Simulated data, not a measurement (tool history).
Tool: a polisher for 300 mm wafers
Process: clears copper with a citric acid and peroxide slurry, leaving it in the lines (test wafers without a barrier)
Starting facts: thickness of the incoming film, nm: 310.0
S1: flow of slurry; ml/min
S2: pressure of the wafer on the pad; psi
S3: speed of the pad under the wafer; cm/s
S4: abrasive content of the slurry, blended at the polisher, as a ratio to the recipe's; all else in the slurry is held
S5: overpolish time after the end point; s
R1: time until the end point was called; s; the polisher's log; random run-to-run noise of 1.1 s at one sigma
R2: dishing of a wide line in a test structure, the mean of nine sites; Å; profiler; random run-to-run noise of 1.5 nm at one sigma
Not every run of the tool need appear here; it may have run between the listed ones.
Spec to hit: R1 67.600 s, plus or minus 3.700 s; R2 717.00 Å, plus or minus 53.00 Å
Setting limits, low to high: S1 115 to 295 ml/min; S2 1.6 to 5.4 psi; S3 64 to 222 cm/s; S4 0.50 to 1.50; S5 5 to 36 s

run	hour	S1	S2	S3	S4	S5	R1	R2
1	0.0	190	3.5	142	1.00	18	97.460	403.48
2	6.2	190	3.6	142	1.00	19	95.277	448.37
3	12.8	190	3.6	142	0.85	19	97.155	442.73
4	18.4	190	3.6	142	0.85	14	100.560	337.77
5	25.5	190	3.8	142	0.85	15	93.256	356.05
6	34.5	190	3.0	142	0.85	15	114.320	298.83
7	37.7	190	4.0	150	0.85	24	88.327	583.82
8	39.8	190	4.1	150	0.85	24	86.224	584.53
9	44.6	190	4.2	150	0.85	24	84.536	579.42
10	48.9	190	4.3	150	0.85	24	81.002	599.68
11	56.8	190	4.4	150	0.85	24	78.066	656.72
12	58.2	190	4.5	150	0.85	24	77.753	614.25
13	59.0	190	4.6	150	0.85	24	75.073	645.53
14	60.0	190	4.8	150	0.85	24	74.167	642.40

Pick the move, out of 5, that brings all results within their allowed miss; only one does.
A	61.0	195	5.4	152	0.90	16	?	?
B	61.0	180	4.3	144	0.85	24	?	?
C	61.0	210	5.4	166	0.75	17	?	?
D	61.0	195	5.0	160	0.80	24	?	?
E	61.0	220	4.7	134	0.95	21	?	?

move	R1	R2
A	65.719	530.62
B	85.123	595.02
C	62.968	579.47
D	69.091	710.68
E	79.203	567.55
A: puts the biggest miss on target and leaves a different result outside tolerance
B: moves away from the targets compared with the last run
C: takes the biggest miss from the last run beyond its target
D: each result inside its tolerance
E: moves away from the targets compared with the last run
The right move is D.
